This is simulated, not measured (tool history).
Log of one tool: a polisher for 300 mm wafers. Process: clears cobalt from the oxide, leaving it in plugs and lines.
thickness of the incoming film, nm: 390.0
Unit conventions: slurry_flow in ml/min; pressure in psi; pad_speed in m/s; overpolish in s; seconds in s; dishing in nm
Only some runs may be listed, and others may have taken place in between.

| run | hour | slurry_flow | pressure | pad_speed | overpolish | seconds | dishing |
|---|---|---|---|---|---|---|---|
| 1 | 0.0 | 270 | 2.0 | 0.98 | 15 | 92.365 | 40.572 |
| 2 | 1.2 | 270 | 1.7 | 0.98 | 15 | 105.910 | 37.935 |
| 3 | 4.4 | 270 | 1.6 | 0.98 | 16 | 112.880 | 36.659 |
| 4 | 7.4 | 270 | 1.6 | 0.98 | 19 | 114.050 | 42.155 |
| 5 | 7.9 | 270 | 1.5 | 0.98 | 19 | 120.430 | 40.289 |
| 6 | 14.2 | 270 | 1.0 | 0.98 | 19 | 178.300 | 32.852 |
| 7 | 15.9 | 270 | 1.1 | 0.98 | 19 | 163.090 | 33.077 |
| 8 | 23.3 | 280 | 1.4 | 0.98 | 20 | 126.590 | 38.645 |
| 9 | 26.6 | 275 | 1.4 | 0.98 | 20 | 130.280 | 38.963 |
| 10 | 33.3 | 270 | 1.4 | 0.98 | 20 | 127.270 | 40.531 |
| 11 | 40.0 | 275 | 1.4 | 0.98 | 20 | 129.200 | 38.464 |
| 12 | 41.8 | 270 | 1.4 | 0.98 | 19 | 130.700 | 39.665 |
|  | 48.0 | slurry nozzle cleaned |
| 13 | 48.0 | 275 | 1.4 | 0.98 | 19 | 122.410 | 38.484 |
| 14 | 56.4 | 270 | 1.4 | 0.98 | 19 | 121.560 | 39.812 |
| 15 | 60.9 | 285 | 1.4 | 0.98 | 19 | 122.930 | 40.739 |
| 16 | 65.7 | 275 | 1.4 | 0.98 | 19 | 124.630 | 39.311 |
| 17 | 70.3 | 265 | 1.4 | 0.98 | 19 | 123.650 | 39.699 |
| 18 | 78.2 | 265 | 1.1 | 0.98 | 18 | 155.490 | 32.473 |
| 19 | 80.5 | 270 | 1.2 | 0.98 | 18 | 143.220 | 33.658 |
| 20 | 88.1 | 275 | 1.2 | 0.98 | 18 | 142.600 | 35.911 |
| 21 | 90.5 | 280 | 1.2 | 0.98 | 18 | 143.980 | 34.486 |
| 22 | 97.5 | 280 | 1.3 | 0.98 | 19 | 132.540 | 38.538 |

Expected results for the next run?
| 23 | 103.4 | 280 | 1.3 | 0.98 | 19 | ? | ? |

Run 23 yielded seconds 132.890 s, dishing 36.989 nm.
